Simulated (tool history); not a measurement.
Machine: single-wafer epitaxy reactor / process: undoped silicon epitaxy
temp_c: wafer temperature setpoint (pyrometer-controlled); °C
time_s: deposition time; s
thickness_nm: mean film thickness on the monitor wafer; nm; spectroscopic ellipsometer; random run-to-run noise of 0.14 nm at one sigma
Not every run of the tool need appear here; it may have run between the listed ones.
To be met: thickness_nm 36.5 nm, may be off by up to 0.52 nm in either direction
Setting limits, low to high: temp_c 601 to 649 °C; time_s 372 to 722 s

run,hour,temp_c,time_s,thickness_nm
1,0,625,547,54.077
2,2.1,631,547,61.892
3,9.7,620,547,48.773
4,11.2,620,610,54.679
5,14.2,630,610,67.346
6,19.1,630,670,73.498
7,20,623,657,62.401
8,23.5,618,647,55.611
9,25.5,614,637,49.785
10,32,611,633,46.653

Consider the 5 candidate settings below. Which is the only one whose results all fall within their allowed miss of target?
A,38.5,607,538,?
B,38.5,613,714,?
C,38.5,624,697,?
D,38.5,619,722,?
E,38.5,601,538,?

move,thickness_nm
A,35.998
B,54.395
C,67.089
D,62.528
E,31.565
A: in spec on every target
B: lands further from the targets than the last run did
C: lands further from the targets than the last run did
D: lands further from the targets than the last run did
E: moves the result that the last run missed by most past its target, out the other side
Go with A: it meets all targets.

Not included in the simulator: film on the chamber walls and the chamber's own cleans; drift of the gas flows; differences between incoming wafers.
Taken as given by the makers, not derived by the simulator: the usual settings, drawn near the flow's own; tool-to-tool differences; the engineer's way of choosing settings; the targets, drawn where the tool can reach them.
